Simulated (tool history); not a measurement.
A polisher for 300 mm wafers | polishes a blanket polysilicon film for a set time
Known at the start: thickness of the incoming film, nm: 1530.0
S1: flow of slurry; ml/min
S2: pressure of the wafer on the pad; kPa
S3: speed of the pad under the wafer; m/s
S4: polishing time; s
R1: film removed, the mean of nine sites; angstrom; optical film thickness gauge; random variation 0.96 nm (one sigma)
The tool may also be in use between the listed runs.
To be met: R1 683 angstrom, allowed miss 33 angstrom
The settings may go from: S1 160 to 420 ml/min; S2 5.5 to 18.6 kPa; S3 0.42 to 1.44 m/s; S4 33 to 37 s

Run 1, hour 0: S1 270 ml/min, S2 11.7 kPa, S3 0.92 m/s, S4 37 s. Result: R1 1476.7 angstrom.
Run 2, hour 0.8: S1 270 ml/min, S2 10.3 kPa, S3 0.86 m/s, S4 37 s. Result: R1 1249.4 angstrom.
Run 3, hour 9.4: S1 270 ml/min, S2 9 kPa, S3 0.8 m/s, S4 37 s. Result: R1 1047.9 angstrom.
Run 4, hour 12.8: S1 270 ml/min, S2 9 kPa, S3 0.6 m/s, S4 37 s. Result: R1 852.22 angstrom.
Run 5, hour 19.1: S1 270 ml/min, S2 10.3 kPa, S3 0.6 m/s, S4 37 s. Result: R1 961.58 angstrom.
Run 6, hour 21.3: S1 270 ml/min, S2 9.7 kPa, S3 0.6 m/s, S4 37 s. Result: R1 877.99 angstrom.
Run 7, hour 22.5: S1 270 ml/min, S2 9 kPa, S3 0.6 m/s, S4 37 s. Result: R1 849.69 angstrom.
Run 8, hour 27.1: S1 270 ml/min, S2 8.3 kPa, S3 0.6 m/s, S4 37 s. Result: R1 807.77 angstrom.
Run 9, hour 34.4: S1 270 ml/min, S2 7.6 kPa, S3 0.6 m/s, S4 37 s. Result: R1 734.41 angstrom.

Which of these 5 next moves meets every target?
Run A, hour 41.7: S1 185 ml/min, S2 6.9 kPa, S3 0.82 m/s, S4 37 s. Result: R1 ?.
Run B, hour 41.7: S1 200 ml/min, S2 9.7 kPa, S3 0.58 m/s, S4 36 s. Result: R1 ?.
Run C, hour 41.7: S1 335 ml/min, S2 9.7 kPa, S3 0.48 m/s, S4 36 s. Result: R1 ?.
Run D, hour 41.7: S1 210 ml/min, S2 8.3 kPa, S3 0.66 m/s, S4 36 s. Result: R1 ?.
Run E, hour 41.7: S1 290 ml/min, S2 7.6 kPa, S3 0.58 m/s, S4 35 s. Result: R1 ?.

move      R1
   A  803.76
   B  829.55
   C  776.57
   D   797.5
   E  682.48
A: further off than the last run
B: further off than the last run
C: further off than the last run
D: further off than the last run
E: meets every target
Answer: E
